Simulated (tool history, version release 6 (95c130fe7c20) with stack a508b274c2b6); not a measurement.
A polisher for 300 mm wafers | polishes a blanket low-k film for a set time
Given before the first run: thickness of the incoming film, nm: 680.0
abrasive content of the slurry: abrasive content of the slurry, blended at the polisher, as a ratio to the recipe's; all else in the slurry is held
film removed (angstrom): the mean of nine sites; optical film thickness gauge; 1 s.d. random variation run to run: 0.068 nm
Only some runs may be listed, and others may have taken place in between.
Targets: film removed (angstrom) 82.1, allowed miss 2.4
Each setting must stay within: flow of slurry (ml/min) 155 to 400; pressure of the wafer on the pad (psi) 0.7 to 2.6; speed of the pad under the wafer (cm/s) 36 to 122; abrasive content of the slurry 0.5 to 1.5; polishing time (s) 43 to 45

run	hour	flow of slurry (ml/min)	pressure of the wafer on the pad (psi)	speed of the pad under the wafer (cm/s)	abrasive content of the slurry	polishing time (s)	film removed (angstrom)
1	0	255	1.6	78	1	43	139.39
2	5.4	255	1.6	78	0.8	43	117.72
3	13.9	215	1.6	78	0.8	43	115.8
4	21.1	155	1.6	78	0.8	43	111.48
5	22.9	155	1.6	78	0.8	45	116.93
6	27.1	155	1.6	78	0.8	43	110.6
7	31.3	155	1.5	78	0.8	43	105.79
8	37.5	155	1.4	78	0.8	43	99.863
9	43	155	1	78	0.8	43	75.639
10	51.6	165	1	78	0.8	43	76.129
11	56.9	175	1	78	0.8	43	76.363
12	59.4	185	1	78	0.8	43	76.786

Which of these 4 next moves meets every target?
A	61.9	215	0.9	70	0.9	43	?
B	61.9	190	0.8	82	0.8	45	?
C	61.9	165	1	82	0.8	45	?
D	61.9	190	1.1	66	0.85	43	?

move	film removed (angstrom)
A	73.151
B	70.965
C	83.143
D	77.274
A: misses by more than the last run did
B: misses by more than the last run did
C: hits every target within its allowed miss
D: an improvement on the last run, though not all results are within tolerance
Correct choice: C, which meets every target

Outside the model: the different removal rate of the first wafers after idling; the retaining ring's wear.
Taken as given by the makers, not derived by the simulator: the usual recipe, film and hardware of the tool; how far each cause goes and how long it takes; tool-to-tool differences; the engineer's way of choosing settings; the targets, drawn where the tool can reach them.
